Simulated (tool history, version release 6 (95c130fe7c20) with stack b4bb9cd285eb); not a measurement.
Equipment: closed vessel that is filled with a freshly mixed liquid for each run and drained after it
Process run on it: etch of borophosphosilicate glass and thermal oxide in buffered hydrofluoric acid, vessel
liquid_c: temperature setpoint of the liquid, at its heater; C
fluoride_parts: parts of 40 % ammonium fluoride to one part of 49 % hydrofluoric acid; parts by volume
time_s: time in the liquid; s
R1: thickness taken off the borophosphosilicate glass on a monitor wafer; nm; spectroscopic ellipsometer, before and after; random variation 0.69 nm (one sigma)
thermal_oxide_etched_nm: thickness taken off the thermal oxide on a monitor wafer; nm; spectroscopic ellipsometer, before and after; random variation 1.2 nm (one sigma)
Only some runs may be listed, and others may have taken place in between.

Run 1, hour 0: liquid_c 23 C, fluoride_parts 11.5 parts by volume, time_s 60 s. Result: R1 85.736 nm, thermal_oxide_etched_nm 48.065 nm.
Run 2, hour 1.2: liquid_c 23 C, fluoride_parts 10 parts by volume, time_s 60 s. Result: R1 97.803 nm, thermal_oxide_etched_nm 54.846 nm.
Run 3, hour 8.9: liquid_c 23 C, fluoride_parts 7.5 parts by volume, time_s 60 s. Result: R1 127.16 nm, thermal_oxide_etched_nm 70.867 nm.
Run 4, hour 18: liquid_c 24.5 C, fluoride_parts 7.5 parts by volume, time_s 60 s. Result: R1 138.39 nm, thermal_oxide_etched_nm 76.616 nm.
Run 5, hour 26.8: liquid_c 24.5 C, fluoride_parts 5.5 parts by volume, time_s 60 s. Result: R1 185.12 nm, thermal_oxide_etched_nm 104.14 nm.
Run 6, hour 33: liquid_c 25 C, fluoride_parts 5.5 parts by volume, time_s 60 s. Result: R1 190.48 nm, thermal_oxide_etched_nm 108.58 nm.
Run 7, hour 38.6: liquid_c 25.5 C, fluoride_parts 5.5 parts by volume, time_s 60 s. Result: R1 195.72 nm, thermal_oxide_etched_nm 108.49 nm.

Predict the results of run 8:
Run 8, hour 39.8: liquid_c 26 C, fluoride_parts 5.5 parts by volume, time_s 60 s. Result: R1 ?, thermal_oxide_etched_nm ?.

Run 8 produced R1 200.63 nm, thermal_oxide_etched_nm 112.48 nm.
